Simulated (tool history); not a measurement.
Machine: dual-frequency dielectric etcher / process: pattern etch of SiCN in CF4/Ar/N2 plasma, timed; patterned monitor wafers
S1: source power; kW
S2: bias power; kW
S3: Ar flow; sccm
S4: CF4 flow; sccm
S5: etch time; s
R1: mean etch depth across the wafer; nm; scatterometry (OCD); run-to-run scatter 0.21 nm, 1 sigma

{"run": 1, "day": 0.0, "S1": 0.59, "S2": 0.067, "S3": 123, "S4": 67, "S5": 86, "R1": 84.431}
{"run": 2, "day": 0.304, "S1": 0.54, "S2": 0.066, "S3": 123, "S4": 67, "S5": 86, "R1": 76.461}
{"run": 3, "day": 0.671, "S1": 0.54, "S2": 0.066, "S3": 123, "S4": 58, "S5": 86, "R1": 74.141}
{"run": 4, "day": 1.029, "S1": 0.64, "S2": 0.066, "S3": 123, "S4": 58, "S5": 86, "R1": 87.918}
{"run": 5, "day": 1.325, "S1": 0.64, "S2": 0.066, "S3": 123, "S4": 62, "S5": 86, "R1": 89.607}
{"run": 6, "day": 1.596, "S1": 0.64, "S2": 0.066, "S3": 138, "S4": 62, "S5": 86, "R1": 87.403}

Expected results for the next run?
{"run": 7, "day": 1.646, "S1": 0.59, "S2": 0.065, "S3": 138, "S4": 62, "S5": 86, "R1": "?"}

For run 7 the tool returned R1 80.018 nm.
